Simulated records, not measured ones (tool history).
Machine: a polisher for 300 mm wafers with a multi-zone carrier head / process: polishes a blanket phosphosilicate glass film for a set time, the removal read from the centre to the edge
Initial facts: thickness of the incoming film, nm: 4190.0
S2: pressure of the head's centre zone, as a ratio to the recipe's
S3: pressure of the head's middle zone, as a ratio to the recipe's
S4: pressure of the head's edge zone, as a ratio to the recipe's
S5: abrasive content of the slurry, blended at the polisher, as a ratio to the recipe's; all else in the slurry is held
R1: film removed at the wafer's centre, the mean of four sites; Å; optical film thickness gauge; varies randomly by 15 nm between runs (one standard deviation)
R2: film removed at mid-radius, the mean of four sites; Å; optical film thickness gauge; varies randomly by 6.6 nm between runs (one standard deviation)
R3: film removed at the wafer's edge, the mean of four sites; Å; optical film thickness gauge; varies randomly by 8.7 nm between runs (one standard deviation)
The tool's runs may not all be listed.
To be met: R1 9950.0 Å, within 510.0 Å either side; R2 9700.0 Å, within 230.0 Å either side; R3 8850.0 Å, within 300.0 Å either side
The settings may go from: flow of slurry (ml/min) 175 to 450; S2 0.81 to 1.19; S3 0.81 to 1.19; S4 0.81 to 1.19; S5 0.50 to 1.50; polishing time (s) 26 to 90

{"run": 1, "hour": 0.0, "flow of slurry (ml/min)": 290, "S2": 1.0, "S3": 1.0, "S4": 1.0, "S5": 1.0, "polishing time (s)": 58, "R1": 8140.8, "R2": 8574.3, "R3": 8165.9}
{"run": 2, "hour": 4.1, "flow of slurry (ml/min)": 300, "S2": 1.04, "S3": 1.02, "S4": 1.02, "S5": 1.0, "polishing time (s)": 58, "R1": 8567.0, "R2": 8486.5, "R3": 8398.8}
{"run": 3, "hour": 11.6, "flow of slurry (ml/min)": 300, "S2": 1.1, "S3": 1.02, "S4": 1.02, "S5": 1.0, "polishing time (s)": 58, "R1": 9035.2, "R2": 8665.6, "R3": 8455.9}
{"run": 4, "hour": 19.9, "flow of slurry (ml/min)": 300, "S2": 1.1, "S3": 1.02, "S4": 1.02, "S5": 1.0, "polishing time (s)": 53, "R1": 8495.0, "R2": 7899.2, "R3": 7714.0}
{"run": 5, "hour": 26.1, "flow of slurry (ml/min)": 300, "S2": 1.06, "S3": 1.02, "S4": 1.02, "S5": 1.0, "polishing time (s)": 53, "R1": 7988.5, "R2": 7888.2, "R3": 7512.7}
{"run": 6, "hour": 27.3, "flow of slurry (ml/min)": 300, "S2": 1.08, "S3": 1.05, "S4": 1.03, "S5": 1.05, "polishing time (s)": 53, "R1": 8494.8, "R2": 8255.8, "R3": 7796.0}
{"run": 7, "hour": 34.0, "flow of slurry (ml/min)": 305, "S2": 1.09, "S3": 1.08, "S4": 1.05, "S5": 1.1, "polishing time (s)": 53, "R1": 8503.2, "R2": 8772.5, "R3": 8169.7}
{"run": 8, "hour": 37.9, "flow of slurry (ml/min)": 345, "S2": 1.19, "S3": 1.1, "S4": 1.04, "S5": 1.25, "polishing time (s)": 54, "R1": 10810.0, "R2": 9820.7, "R3": 8926.7}

Exercise: of the 4 proposed moves below, exactly one satisfies all targets within the stated allowed misses. Which move is it?
{"run": "A", "hour": 41.8, "flow of slurry (ml/min)": 350, "S2": 1.0, "S3": 1.11, "S4": 1.12, "S5": 1.4, "polishing time (s)": 52, "R1": "?", "R2": "?", "R3": "?"}
{"run": "B", "hour": 41.8, "flow of slurry (ml/min)": 415, "S2": 1.16, "S3": 1.03, "S4": 1.08, "S5": 1.05, "polishing time (s)": 61, "R1": "?", "R2": "?", "R3": "?"}
{"run": "C", "hour": 41.8, "flow of slurry (ml/min)": 305, "S2": 0.98, "S3": 1.1, "S4": 1.17, "S5": 1.0, "polishing time (s)": 62, "R1": "?", "R2": "?", "R3": "?"}
{"run": "D", "hour": 41.8, "flow of slurry (ml/min)": 255, "S2": 1.15, "S3": 1.13, "S4": 1.04, "S5": 0.95, "polishing time (s)": 64, "R1": "?", "R2": "?", "R3": "?"}

move=A R1=9136.7 R2=10002.0 R3=9722.7
move=B R1=10819.0 R2=9628.5 R3=9703.9
move=C R1=8726.3 R2=9697.2 R3=9737.9
move=D R1=9977.2 R2=9644.2 R3=8988.1
A: carries the result that was furthest off beyond its target, to the other side
B: moves away from the targets compared with the last run
C: carries the result that was furthest off beyond its target, to the other side
D: every result within its allowed miss
The right move is D.

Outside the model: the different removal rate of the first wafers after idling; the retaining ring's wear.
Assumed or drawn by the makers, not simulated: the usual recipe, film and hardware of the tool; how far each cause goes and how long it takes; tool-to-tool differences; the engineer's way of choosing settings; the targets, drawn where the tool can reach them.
